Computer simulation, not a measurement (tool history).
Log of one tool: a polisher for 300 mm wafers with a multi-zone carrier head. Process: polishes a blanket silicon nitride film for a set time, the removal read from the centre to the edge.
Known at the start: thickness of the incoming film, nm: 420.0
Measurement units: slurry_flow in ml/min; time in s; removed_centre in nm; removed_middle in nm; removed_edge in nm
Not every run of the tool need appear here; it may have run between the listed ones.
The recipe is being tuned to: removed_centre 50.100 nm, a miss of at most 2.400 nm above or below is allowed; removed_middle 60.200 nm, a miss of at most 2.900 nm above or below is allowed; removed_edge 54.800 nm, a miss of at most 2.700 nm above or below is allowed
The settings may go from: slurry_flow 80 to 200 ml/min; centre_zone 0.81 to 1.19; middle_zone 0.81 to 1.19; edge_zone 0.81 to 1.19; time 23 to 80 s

run,hour,slurry_flow,centre_zone,middle_zone,edge_zone,time,removed_centre,removed_middle,removed_edge
1,0.0,130,1.00,1.00,1.00,51,102.840,101.460,102.430
2,2.8,130,1.00,1.00,1.04,51,103.470,106.040,109.800
3,11.5,120,0.95,1.01,1.00,45,84.042,90.897,91.297
4,14.0,120,0.98,1.01,1.00,45,86.303,91.130,92.112
5,22.3,90,0.98,1.01,1.00,45,81.422,85.493,89.107
6,24.0,90,0.95,1.02,0.96,40,68.748,77.341,78.628
7,27.4,100,0.95,1.03,0.93,36,62.870,71.866,69.418
8,32.4,100,0.94,1.03,0.91,34,60.743,68.049,64.470
9,40.9,100,0.92,1.03,0.89,33,55.709,65.803,61.932
10,46.7,100,0.91,1.03,0.87,32,54.231,63.012,59.305
11,53.3,100,0.90,1.03,0.86,32,52.366,64.559,59.711

Next run, 4 choices. One meets every target within its allowed miss, the rest don't. Which?
A,59.9,100,0.86,0.98,0.87,35,?,?,?
B,59.9,80,0.82,0.92,0.86,34,?,?,?
C,59.9,80,0.84,0.81,1.05,37,?,?,?
D,59.9,80,0.96,1.11,0.89,30,?,?,?

move,removed_centre,removed_middle,removed_edge
A,55.905,66.840,64.361
B,48.468,58.217,59.945
C,54.001,57.023,71.774
D,50.202,60.158,53.585
A: moves away from the targets compared with the last run
B: about as far from the targets as the last run
C: moves away from the targets compared with the last run
D: every result lands within tolerance
The move that meets every target is D.

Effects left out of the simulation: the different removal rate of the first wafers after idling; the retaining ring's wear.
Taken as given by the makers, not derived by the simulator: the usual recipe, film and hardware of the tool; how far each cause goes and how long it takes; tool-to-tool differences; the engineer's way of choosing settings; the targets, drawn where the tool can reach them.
